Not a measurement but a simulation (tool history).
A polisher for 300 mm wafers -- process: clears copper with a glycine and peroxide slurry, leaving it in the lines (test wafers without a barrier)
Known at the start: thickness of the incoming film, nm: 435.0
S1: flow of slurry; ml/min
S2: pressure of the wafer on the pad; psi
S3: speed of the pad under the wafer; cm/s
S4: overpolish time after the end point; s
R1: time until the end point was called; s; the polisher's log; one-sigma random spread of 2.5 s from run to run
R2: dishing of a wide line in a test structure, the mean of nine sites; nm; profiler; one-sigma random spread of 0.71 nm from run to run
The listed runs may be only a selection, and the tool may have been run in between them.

run 1 day=0 | S1=155 S2=2.8 S3=78 S4=24 | R1=95.887 R2=57.611
run 2 day=0.117 | S1=155 S2=2.5 S3=76 S4=24 | R1=107.72 R2=53.229
run 3 day=0.329 | S1=155 S2=2.5 S3=88 S4=24 | R1=97.668 R2=58.36
run 4 day=0.383 | S1=155 S2=2.5 S3=88 S4=15 | R1=96.772 R2=41.634
run 5 day=0.6 | S1=155 S2=2.5 S3=88 S4=7 | R1=98.098 R2=22.635
run 6 day=0.721 | S1=150 S2=2.2 S3=88 S4=11 | R1=107.47 R2=29.789
run 7 day=0.912 | S1=130 S2=1.4 S3=86 S4=20 | R1=144.59 R2=38.906
-- day=1.096 slurry nozzle cleaned
run 8 day=1.096 | S1=130 S2=1.4 S3=86 S4=20 | R1=132.4 R2=40.743
run 9 day=1.342 | S1=130 S2=1.4 S3=84 S4=21 | R1=138.21 R2=40.065

Run 10 is up next; what results do you expect?
run 10 day=1.412 | S1=130 S2=1.4 S3=84 S4=22 | R1=? R2=?

{"run 10": {"R1": 140.98, "R2": 41.91}}

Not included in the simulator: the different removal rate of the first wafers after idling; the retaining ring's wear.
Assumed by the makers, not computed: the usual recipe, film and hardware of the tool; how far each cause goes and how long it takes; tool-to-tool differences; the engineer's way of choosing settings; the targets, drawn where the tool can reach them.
